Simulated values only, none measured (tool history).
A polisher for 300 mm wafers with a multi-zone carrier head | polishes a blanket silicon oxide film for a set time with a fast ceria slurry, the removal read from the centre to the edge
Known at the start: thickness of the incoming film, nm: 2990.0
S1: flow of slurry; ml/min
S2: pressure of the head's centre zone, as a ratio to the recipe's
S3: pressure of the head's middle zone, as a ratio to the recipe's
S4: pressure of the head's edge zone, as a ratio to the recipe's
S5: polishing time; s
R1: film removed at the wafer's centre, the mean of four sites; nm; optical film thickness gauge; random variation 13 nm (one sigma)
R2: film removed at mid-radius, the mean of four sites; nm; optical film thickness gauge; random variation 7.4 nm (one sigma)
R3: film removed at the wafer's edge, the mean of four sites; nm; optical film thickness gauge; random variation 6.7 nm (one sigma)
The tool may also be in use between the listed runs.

run  hour   S1    S2    S3    S4  S5      R1      R2      R3
  1   0.0  290  1.00  1.00  1.00  41  652.09  643.25  662.35
  2   7.9  320  1.00  1.00  1.00  41  654.60  643.00  659.47
  3  12.0  320  0.91  1.00  1.00  41  590.93  640.86  651.60
  4  13.9  320  0.91  1.05  1.00  41  588.73  670.13  655.45
  5  17.6  330  0.99  1.04  1.01  44  695.38  711.60  712.88
  6  24.7  330  0.99  1.04  1.01  40  634.95  645.26  650.71
  7  26.1  340  1.05  1.05  1.02  43  742.19  712.25  693.35
  8  30.5  340  1.08  1.04  1.05  46  802.39  764.13  771.30
  9  31.3  350  1.11  1.03  1.04  48  859.35  775.44  788.35

The next listed run, before its measurement:
 10  32.3  360  1.13  1.03  1.04  50   ?   ?   ?

R1: 919.81 nm
R2: 812.77 nm
R3: 831.07 nm
